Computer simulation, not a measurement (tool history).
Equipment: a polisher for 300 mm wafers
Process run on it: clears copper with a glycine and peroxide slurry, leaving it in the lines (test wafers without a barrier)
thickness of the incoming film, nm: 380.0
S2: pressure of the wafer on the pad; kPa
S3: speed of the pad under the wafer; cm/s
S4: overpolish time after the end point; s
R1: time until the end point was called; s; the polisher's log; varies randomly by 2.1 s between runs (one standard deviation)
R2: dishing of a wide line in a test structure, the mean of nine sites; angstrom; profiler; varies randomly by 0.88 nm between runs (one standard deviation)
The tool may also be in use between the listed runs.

{"run": 1, "hour": 0.0, "flow of slurry (ml/min)": 225, "S2": 13.1, "S3": 96, "S4": 23, "R1": 111.21, "R2": 520.44}
{"run": 2, "hour": 8.3, "flow of slurry (ml/min)": 225, "S2": 11.7, "S3": 96, "S4": 23, "R1": 121.87, "R2": 482.26}
{"run": 3, "hour": 13.1, "flow of slurry (ml/min)": 180, "S2": 11.7, "S3": 96, "S4": 23, "R1": 132.04, "R2": 472.21}
{"run": 4, "hour": 16.7, "flow of slurry (ml/min)": 200, "S2": 11.7, "S3": 96, "S4": 23, "R1": 125.55, "R2": 479.6}
{"run": 5, "hour": 22.4, "flow of slurry (ml/min)": 200, "S2": 13.1, "S3": 96, "S4": 23, "R1": 120.43, "R2": 506.43}
{"run": 6, "hour": 24.4, "flow of slurry (ml/min)": 200, "S2": 13.1, "S3": 112, "S4": 23, "R1": 104.45, "R2": 538.64}
{"run": 7, "hour": 30.2, "flow of slurry (ml/min)": 185, "S2": 13.1, "S3": 108, "S4": 26, "R1": 107.79, "R2": 563.39}
{"run": 8, "hour": 35.5, "flow of slurry (ml/min)": 175, "S2": 12.4, "S3": 104, "S4": 29, "R1": 116.71, "R2": 593.17}

Run 9 is up next; what results do you expect?
{"run": 9, "hour": 40.1, "flow of slurry (ml/min)": 170, "S2": 12.4, "S3": 102, "S4": 30, "R1": "?", "R2": "?"}

R1: 119.19 s
R2: 595.20 angstrom
